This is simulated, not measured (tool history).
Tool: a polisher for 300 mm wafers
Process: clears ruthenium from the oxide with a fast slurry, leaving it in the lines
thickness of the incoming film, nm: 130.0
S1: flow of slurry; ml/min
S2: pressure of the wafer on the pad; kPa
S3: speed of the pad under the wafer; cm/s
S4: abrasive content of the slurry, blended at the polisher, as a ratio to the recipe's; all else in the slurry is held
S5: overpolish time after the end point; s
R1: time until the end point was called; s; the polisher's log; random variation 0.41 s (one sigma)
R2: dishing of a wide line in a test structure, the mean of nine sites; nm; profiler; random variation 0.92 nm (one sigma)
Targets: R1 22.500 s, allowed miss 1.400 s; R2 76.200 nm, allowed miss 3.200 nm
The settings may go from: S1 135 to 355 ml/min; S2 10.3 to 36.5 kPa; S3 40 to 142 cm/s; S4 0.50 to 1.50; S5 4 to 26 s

{"run": 1, "hour": 0.0, "S1": 225, "S2": 23.4, "S3": 90, "S4": 1.0, "S5": 13, "R1": 26.396, "R2": 52.219}
{"run": 2, "hour": 2.1, "S1": 225, "S2": 23.4, "S3": 90, "S4": 1.15, "S5": 13, "R1": 23.554, "R2": 55.782}
{"run": 3, "hour": 7.4, "S1": 225, "S2": 23.4, "S3": 90, "S4": 0.95, "S5": 13, "R1": 26.927, "R2": 50.891}
{"run": 4, "hour": 16.3, "S1": 225, "S2": 23.4, "S3": 90, "S4": 1.0, "S5": 13, "R1": 26.253, "R2": 52.143}
{"run": 5, "hour": 24.5, "S1": 225, "S2": 23.4, "S3": 110, "S4": 1.0, "S5": 13, "R1": 21.278, "R2": 61.138}
{"run": 6, "hour": 29.6, "S1": 225, "S2": 23.4, "S3": 110, "S4": 1.0, "S5": 14, "R1": 21.446, "R2": 65.371}
{"run": 7, "hour": 33.6, "S1": 225, "S2": 23.4, "S3": 110, "S4": 1.0, "S5": 15, "R1": 20.882, "R2": 69.812}
{"run": 8, "hour": 37.8, "S1": 225, "S2": 22.8, "S3": 110, "S4": 1.0, "S5": 16, "R1": 22.248, "R2": 71.523}

5 next moves are on the table. One of them brings every result within its allowed miss. Which?
{"run": "A", "hour": 42.0, "S1": 220, "S2": 24.8, "S3": 100, "S4": 0.9, "S5": 21, "R1": "?", "R2": "?"}
{"run": "B", "hour": 42.0, "S1": 225, "S2": 25.5, "S3": 100, "S4": 0.95, "S5": 16, "R1": "?", "R2": "?"}
{"run": "C", "hour": 42.0, "S1": 200, "S2": 29.6, "S3": 96, "S4": 1.05, "S5": 13, "R1": "?", "R2": "?"}
{"run": "D", "hour": 42.0, "S1": 205, "S2": 28.3, "S3": 110, "S4": 0.75, "S5": 18, "R1": "?", "R2": "?"}
{"run": "E", "hour": 42.0, "S1": 205, "S2": 20.7, "S3": 110, "S4": 1.2, "S5": 13, "R1": "?", "R2": "?"}

move=A R1=24.024 R2=82.826
move=B R1=22.664 R2=70.376
move=C R1=20.013 R2=65.884
move=D R1=22.644 R2=77.133
move=E R1=21.643 R2=61.845
A: takes the result that was furthest off past its target
B: further off than the last run
C: further off than the last run
D: meets every target
E: further off than the last run
The right move is D.
